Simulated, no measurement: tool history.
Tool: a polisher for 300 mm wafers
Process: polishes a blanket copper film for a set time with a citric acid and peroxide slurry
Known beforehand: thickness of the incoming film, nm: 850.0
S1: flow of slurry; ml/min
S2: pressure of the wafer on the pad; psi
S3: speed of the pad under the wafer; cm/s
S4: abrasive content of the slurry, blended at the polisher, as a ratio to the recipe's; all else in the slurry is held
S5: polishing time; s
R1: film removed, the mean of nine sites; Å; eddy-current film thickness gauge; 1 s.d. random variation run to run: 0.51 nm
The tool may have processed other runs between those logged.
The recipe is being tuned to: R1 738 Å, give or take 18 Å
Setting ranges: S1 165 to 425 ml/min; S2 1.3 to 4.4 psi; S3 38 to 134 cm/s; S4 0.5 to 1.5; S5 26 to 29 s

Run 1, hour 0: S1 275 ml/min, S2 2.8 psi, S3 86 cm/s, S4 1, S5 29 s. Result: R1 502.31 Å.
Run 2, hour 3.9: S1 275 ml/min, S2 3.3 psi, S3 86 cm/s, S4 1, S5 29 s. Result: R1 567.21 Å.
Run 3, hour 12.6: S1 275 ml/min, S2 3.3 psi, S3 86 cm/s, S4 1, S5 26 s. Result: R1 513 Å.
Run 4, hour 13.8: S1 275 ml/min, S2 4 psi, S3 86 cm/s, S4 1, S5 26 s. Result: R1 601.47 Å.
Run 5, hour 16.6: S1 280 ml/min, S2 4.1 psi, S3 88 cm/s, S4 1, S5 26 s. Result: R1 613.01 Å.
Run 6, hour 21.1: S1 280 ml/min, S2 4.1 psi, S3 68 cm/s, S4 1, S5 26 s. Result: R1 502.64 Å.
Run 7, hour 28.7: S1 280 ml/min, S2 4.2 psi, S3 72 cm/s, S4 1, S5 26 s. Result: R1 538.12 Å.
Run 8, hour 31.3: S1 280 ml/min, S2 4.2 psi, S3 76 cm/s, S4 1, S5 26 s. Result: R1 563.36 Å.
Run 9, hour 39.8: S1 280 ml/min, S2 4.2 psi, S3 80 cm/s, S4 1, S5 26 s. Result: R1 578.81 Å.
Run 10, hour 40.6: S1 280 ml/min, S2 4.2 psi, S3 84 cm/s, S4 1, S5 26 s. Result: R1 604.56 Å.
Run 11, hour 46.6: S1 280 ml/min, S2 4.2 psi, S3 86 cm/s, S4 1, S5 26 s. Result: R1 613.5 Å.
Run 12, hour 49: S1 280 ml/min, S2 4.2 psi, S3 88 cm/s, S4 1, S5 26 s. Result: R1 624.94 Å.
Run 13, hour 57.4: S1 280 ml/min, S2 4.2 psi, S3 90 cm/s, S4 1, S5 26 s. Result: R1 645.65 Å.
Run 14, hour 63.7: S1 280 ml/min, S2 4.2 psi, S3 92 cm/s, S4 1, S5 26 s. Result: R1 653.93 Å.
Run 15, hour 71.7: S1 280 ml/min, S2 4.2 psi, S3 94 cm/s, S4 1, S5 26 s. Result: R1 665.52 Å.

Which single option among these 4 for the next run brings every result within its allowed miss of target? Just one does.
Run A, hour 79.7: S1 260 ml/min, S2 4.4 psi, S3 100 cm/s, S4 0.85, S5 28 s. Result: R1 ?.
Run B, hour 79.7: S1 265 ml/min, S2 4.4 psi, S3 92 cm/s, S4 1.1, S5 29 s. Result: R1 ?.
Run C, hour 79.7: S1 285 ml/min, S2 4 psi, S3 88 cm/s, S4 0.95, S5 26 s. Result: R1 ?.
Run D, hour 79.7: S1 355 ml/min, S2 3.8 psi, S3 90 cm/s, S4 0.9, S5 28 s. Result: R1 ?.

move      R1
   A  741.67
   B  780.02
   C  598.73
   D     628
A: all results land within tolerance of their targets
B: takes the result that was furthest off past its target
C: lands further from the targets than the last run did
D: lands further from the targets than the last run did
The move that meets every target is A.
